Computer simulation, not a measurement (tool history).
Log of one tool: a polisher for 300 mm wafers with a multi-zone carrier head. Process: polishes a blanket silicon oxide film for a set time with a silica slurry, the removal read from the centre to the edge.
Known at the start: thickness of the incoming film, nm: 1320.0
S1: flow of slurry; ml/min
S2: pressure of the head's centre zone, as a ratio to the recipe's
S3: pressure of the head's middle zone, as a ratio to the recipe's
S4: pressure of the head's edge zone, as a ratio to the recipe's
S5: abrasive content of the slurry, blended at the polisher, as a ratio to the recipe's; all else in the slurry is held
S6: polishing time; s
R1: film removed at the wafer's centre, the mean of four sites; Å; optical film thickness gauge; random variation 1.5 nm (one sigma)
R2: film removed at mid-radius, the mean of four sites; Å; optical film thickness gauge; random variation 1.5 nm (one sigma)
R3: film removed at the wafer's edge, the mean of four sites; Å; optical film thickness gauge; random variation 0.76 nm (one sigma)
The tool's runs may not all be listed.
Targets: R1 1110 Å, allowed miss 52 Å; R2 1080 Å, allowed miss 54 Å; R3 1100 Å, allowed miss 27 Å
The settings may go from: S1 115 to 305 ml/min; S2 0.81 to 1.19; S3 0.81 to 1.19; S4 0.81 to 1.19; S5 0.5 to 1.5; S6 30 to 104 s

run 1 day=0 | S1=195 S2=1 S3=1 S4=1 S5=1 S6=67 | R1=1539.8 R2=1489.2 R3=1587.6
run 2 day=0.154 | S1=190 S2=0.99 S3=0.99 S4=0.97 S5=0.9 S6=66 | R1=1383.3 R2=1368.9 R3=1415.7
run 3 day=0.421 | S1=225 S2=0.99 S3=0.99 S4=0.97 S5=0.9 S6=66 | R1=1438.1 R2=1434.8 R3=1430.3
run 4 day=0.567 | S1=225 S2=0.93 S3=0.99 S4=0.97 S5=0.9 S6=66 | R1=1361.1 R2=1372.9 R3=1426.3
run 5 day=0.654 | S1=225 S2=0.92 S3=0.97 S4=0.94 S5=0.85 S6=66 | R1=1283.8 R2=1296.1 R3=1353.7
run 6 day=1 | S1=225 S2=0.92 S3=0.97 S4=0.86 S5=0.85 S6=66 | R1=1278.9 R2=1287.8 R3=1305.5
run 7 day=1.179 | S1=185 S2=0.94 S3=0.95 S4=0.81 S5=0.6 S6=65 | R1=839.22 R2=821.97 R3=827.7
run 8 day=1.325 | S1=210 S2=0.94 S3=0.95 S4=0.82 S5=0.6 S6=65 | R1=855.76 R2=838.6 R3=829.94
run 9 day=1.371 | S1=220 S2=0.96 S3=0.96 S4=0.88 S5=0.6 S6=65 | R1=875.59 R2=854.21 R3=882.24
run 10 day=1.525 | S1=275 S2=1.06 S3=1.06 S4=0.98 S5=0.75 S6=65 | R1=1304.4 R2=1250.1 R3=1228.1
run 11 day=1.754 | S1=260 S2=1.04 S3=1.04 S4=0.96 S5=0.75 S6=65 | R1=1285.9 R2=1242.1 R3=1209.9
run 12 day=1.971 | S1=260 S2=1.04 S3=1.04 S4=0.96 S5=0.75 S6=65 | R1=1309.4 R2=1230.5 R3=1211.6
run 13 day=2.071 | S1=260 S2=1.04 S3=1.04 S4=0.96 S5=0.75 S6=65 | R1=1276.2 R2=1246.9 R3=1208.7
run 14 day=2.35 | S1=240 S2=1.03 S3=1.03 S4=0.95 S5=0.75 S6=65 | R1=1244.6 R2=1231.5 R3=1199.4
run 15 day=2.454 | S1=230 S2=1.02 S3=1.01 S4=0.94 S5=0.75 S6=65 | R1=1231.2 R2=1179.3 R3=1187.5
run 16 day=2.775 | S1=225 S2=1.01 S3=1 S4=0.92 S5=0.75 S6=65 | R1=1194.9 R2=1184.5 R3=1169.9
run 17 day=3.146 | S1=175 S2=1.01 S3=0.92 S4=0.88 S5=0.7 S6=65 | R1=1087.1 R2=962.61 R3=1046.3
run 18 day=3.35 | S1=185 S2=1.01 S3=0.94 S4=0.89 S5=0.7 S6=65 | R1=1077.8 R2=986.57 R3=1049.6
run 19 day=3.467 | S1=190 S2=1.01 S3=0.95 S4=0.9 S5=0.7 S6=65 | R1=1121 R2=1001.3 R3=1065.2
run 20 day=3.65 | S1=195 S2=1.01 S3=0.96 S4=0.91 S5=0.7 S6=65 | R1=1134.8 R2=1019.3 R3=1068.1

Which of these 4 next moves meets every target?
run A day=3.833 | S1=185 S2=1.05 S3=1.02 S4=0.9 S5=0.75 S6=58 | R1=? R2=? R3=?
run B day=3.833 | S1=215 S2=1.02 S3=1 S4=0.81 S5=0.7 S6=64 | R1=? R2=? R3=?
run C day=3.833 | S1=180 S2=0.97 S3=0.98 S4=0.89 S5=0.75 S6=64 | R1=? R2=? R3=?
run D day=3.833 | S1=200 S2=1 S3=0.9 S4=0.92 S5=0.65 S6=71 | R1=? R2=? R3=?

move=A R1=1104.6 R2=1046.5 R3=1023.7
move=B R1=1129.3 R2=1080.5 R3=1017.5
move=C R1=1123.8 R2=1114.8 R3=1120.5
move=D R1=1108.3 R2=999.12 R3=1084.1
A: further off than the last run
B: further off than the last run
C: meets every target
D: brings the result that was furthest off to its target, and leaves another outside
Answer: C
